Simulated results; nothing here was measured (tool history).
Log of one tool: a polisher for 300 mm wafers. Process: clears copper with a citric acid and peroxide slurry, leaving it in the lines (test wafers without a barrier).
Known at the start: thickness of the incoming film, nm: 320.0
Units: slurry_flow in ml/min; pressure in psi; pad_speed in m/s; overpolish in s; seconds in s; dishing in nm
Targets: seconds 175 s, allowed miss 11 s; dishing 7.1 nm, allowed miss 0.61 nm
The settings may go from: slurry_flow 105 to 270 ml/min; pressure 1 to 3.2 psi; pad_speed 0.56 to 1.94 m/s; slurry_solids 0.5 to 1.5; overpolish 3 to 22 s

run 1 hour=0 | slurry_flow=175 pressure=2.1 pad_speed=1.24 slurry_solids=1 overpolish=11 | seconds=169.39 dishing=15.419
run 2 hour=6.3 | slurry_flow=175 pressure=2.1 pad_speed=1.24 slurry_solids=1 overpolish=9 | seconds=162.51 dishing=13.379
run 3 hour=9.6 | slurry_flow=175 pressure=2.6 pad_speed=1.24 slurry_solids=1 overpolish=9 | seconds=134.9 dishing=16.336
run 4 hour=17.9 | slurry_flow=175 pressure=2.5 pad_speed=1.24 slurry_solids=1 overpolish=8 | seconds=140.36 dishing=13.483
run 5 hour=24.4 | slurry_flow=175 pressure=2.4 pad_speed=1.24 slurry_solids=1 overpolish=7 | seconds=146.19 dishing=11.96
run 6 hour=26.1 | slurry_flow=175 pressure=2.3 pad_speed=1.24 slurry_solids=1 overpolish=6 | seconds=153.1 dishing=9.8377
run 7 hour=32.7 | slurry_flow=175 pressure=2.2 pad_speed=1.24 slurry_solids=1 overpolish=6 | seconds=157.2 dishing=9.135
run 8 hour=39.1 | slurry_flow=175 pressure=2.1 pad_speed=1.24 slurry_solids=1 overpolish=6 | seconds=158.95 dishing=9.1045
run 9 hour=43.2 | slurry_flow=175 pressure=1.8 pad_speed=1.22 slurry_solids=1 overpolish=4 | seconds=191.58 dishing=5.1194
run 10 hour=45.2 | slurry_flow=175 pressure=1.9 pad_speed=1.2 slurry_solids=1 overpolish=5 | seconds=187.93 dishing=6.7083

Which of these 5 next moves meets every target?
run A hour=47.2 | slurry_flow=215 pressure=2 pad_speed=0.98 slurry_solids=1.15 overpolish=5 | seconds=? dishing=?
run B hour=47.2 | slurry_flow=165 pressure=2 pad_speed=1.06 slurry_solids=1 overpolish=6 | seconds=? dishing=?
run C hour=47.2 | slurry_flow=195 pressure=2 pad_speed=1.32 slurry_solids=0.7 overpolish=5 | seconds=? dishing=?
run D hour=47.2 | slurry_flow=185 pressure=1.8 pad_speed=1.06 slurry_solids=1.05 overpolish=5 | seconds=? dishing=?
run E hour=47.2 | slurry_flow=145 pressure=1.9 pad_speed=1.26 slurry_solids=1.15 overpolish=6 | seconds=? dishing=?

move=A seconds=204.91 dishing=6.0746
move=B seconds=202.16 dishing=7.354
move=C seconds=174.63 dishing=7.0997
move=D seconds=218.4 dishing=5.7013
move=E seconds=177.04 dishing=8.3591
A: further off than the last run
B: further off than the last run
C: meets every target
D: further off than the last run
E: brings the result that was furthest off to its target, and leaves another outside
Move C is the one to make.
